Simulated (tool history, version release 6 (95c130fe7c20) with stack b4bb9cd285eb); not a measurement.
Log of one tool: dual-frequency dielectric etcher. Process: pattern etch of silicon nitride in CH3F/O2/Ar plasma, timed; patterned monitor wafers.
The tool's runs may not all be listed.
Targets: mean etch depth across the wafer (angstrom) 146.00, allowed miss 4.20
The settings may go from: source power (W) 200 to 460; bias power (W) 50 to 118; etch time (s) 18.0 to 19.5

| run | day | source power (W) | bias power (W) | etch time (s) | mean etch depth across the wafer (angstrom) |
|---|---|---|---|---|---|
| 1 | 0.000 | 330 | 84 | 19.5 | 128.04 |
| 2 | 0.088 | 300 | 84 | 19.5 | 121.85 |
| 3 | 0.400 | 360 | 84 | 19.5 | 132.29 |
| 4 | 0.633 | 360 | 84 | 19.5 | 130.84 |
| 5 | 0.904 | 380 | 86 | 19.5 | 137.03 |
| 6 | 1.158 | 320 | 86 | 19.5 | 125.31 |
| 7 | 1.371 | 350 | 88 | 19.5 | 133.10 |
| 8 | 1.650 | 350 | 88 | 19.5 | 134.59 |
| 9 | 1.792 | 360 | 89 | 19.5 | 135.00 |
| 10 | 2.042 | 370 | 90 | 19.5 | 136.42 |

5 next moves are on the table. One of them brings every result within its allowed miss. Which?
| A | 2.292 | 400 | 79 | 19.0 | ? |
| B | 2.292 | 320 | 99 | 19.5 | ? |
| C | 2.292 | 390 | 86 | 19.0 | ? |
| D | 2.292 | 370 | 77 | 18.5 | ? |
| E | 2.292 | 420 | 96 | 19.0 | ? |

| move | mean etch depth across the wafer (angstrom) |
|---|---|
| A | 131.40 |
| B | 135.06 |
| C | 134.81 |
| D | 122.34 |
| E | 145.88 |
A: further off than the last run
B: further off than the last run
C: further off than the last run
D: further off than the last run
E: meets every target
Answer: E
